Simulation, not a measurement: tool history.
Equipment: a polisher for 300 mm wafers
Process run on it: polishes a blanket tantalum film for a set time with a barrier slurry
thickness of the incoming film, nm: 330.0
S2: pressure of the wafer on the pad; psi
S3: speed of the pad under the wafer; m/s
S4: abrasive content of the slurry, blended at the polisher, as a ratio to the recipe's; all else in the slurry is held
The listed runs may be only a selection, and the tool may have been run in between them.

Run 1, day 0: flow of slurry (ml/min) 310, S2 1.4 psi, S3 0.84 m/s, S4 1, polishing time (s) 100. Result: film removed (Å) 826.04.
Run 2, day 0.15: flow of slurry (ml/min) 310, S2 1.6 psi, S3 0.84 m/s, S4 1, polishing time (s) 100. Result: film removed (Å) 920.62.
Run 3, day 0.242: flow of slurry (ml/min) 310, S2 1.6 psi, S3 0.84 m/s, S4 0.85, polishing time (s) 100. Result: film removed (Å) 892.3.
Run 4, day 0.583: flow of slurry (ml/min) 310, S2 1.6 psi, S3 0.84 m/s, S4 0.7, polishing time (s) 100. Result: film removed (Å) 856.56.
Run 5, day 0.904: flow of slurry (ml/min) 310, S2 1.6 psi, S3 1.06 m/s, S4 0.7, polishing time (s) 100. Result: film removed (Å) 1065.9.
Run 6, day 1.079: flow of slurry (ml/min) 310, S2 1.6 psi, S3 1.06 m/s, S4 0.7, polishing time (s) 100. Result: film removed (Å) 1089.7.
Run 7, day 1.204: flow of slurry (ml/min) 310, S2 1.7 psi, S3 1.06 m/s, S4 0.7, polishing time (s) 100. Result: film removed (Å) 1130.

Run 8, settings as shown, results not yet in. Your forecast:
Run 8, day 1.308: flow of slurry (ml/min) 310, S2 1.8 psi, S3 1.06 m/s, S4 0.7, polishing time (s) 100. Result: film removed (Å) ?.

Run 8 measured film removed (Å) 1191.6.
